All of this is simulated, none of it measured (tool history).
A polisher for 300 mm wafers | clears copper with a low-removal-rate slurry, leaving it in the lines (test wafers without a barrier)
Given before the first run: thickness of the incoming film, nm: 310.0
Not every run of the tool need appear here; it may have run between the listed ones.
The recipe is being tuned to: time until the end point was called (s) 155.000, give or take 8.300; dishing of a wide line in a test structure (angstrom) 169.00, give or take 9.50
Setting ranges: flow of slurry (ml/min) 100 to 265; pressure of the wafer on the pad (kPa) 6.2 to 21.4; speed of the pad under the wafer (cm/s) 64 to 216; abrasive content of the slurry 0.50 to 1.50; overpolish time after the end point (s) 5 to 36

run,hour,flow of slurry (ml/min),pressure of the wafer on the pad (kPa),speed of the pad under the wafer (cm/s),abrasive content of the slurry,overpolish time after the end point (s),time until the end point was called (s),dishing of a wide line in a test structure (angstrom)
1,0.0,170,13.8,140,1.00,18,95.245,195.72
2,1.8,170,13.8,162,1.00,18,87.718,210.50
3,2.8,170,11.7,160,1.00,19,103.350,202.39
4,4.4,145,11.7,160,1.00,19,99.456,197.29
5,10.1,145,11.7,160,1.15,19,100.660,203.27
6,15.4,185,11.7,160,1.15,19,95.754,208.19
7,19.5,185,10.3,156,1.15,19,112.370,190.26
8,27.1,185,9.7,156,1.15,19,119.250,189.76
9,27.8,180,6.2,152,1.15,18,180.420,139.89
10,34.4,180,6.2,152,1.15,19,183.240,143.94
11,35.8,180,6.9,152,1.15,20,169.200,158.34

Exercise: of the 4 proposed moves below, exactly one satisfies all targets within the stated allowed misses. Which move is it?
A,37.2,180,8.3,172,0.85,14,?,?
B,37.2,175,8.3,166,1.10,13,?,?
C,37.2,150,7.6,158,1.15,21,?,?
D,37.2,160,7.6,174,1.10,15,?,?

move,time until the end point was called (s),dishing of a wide line in a test structure (angstrom)
A,133.100,147.07
B,131.300,141.86
C,152.370,168.84
D,138.320,148.75
A: carries the result that was furthest off beyond its target, to the other side
B: carries the result that was furthest off beyond its target, to the other side
C: hits every target within its allowed miss
D: carries the result that was furthest off beyond its target, to the other side
C is the move that brings every result within its allowed miss.
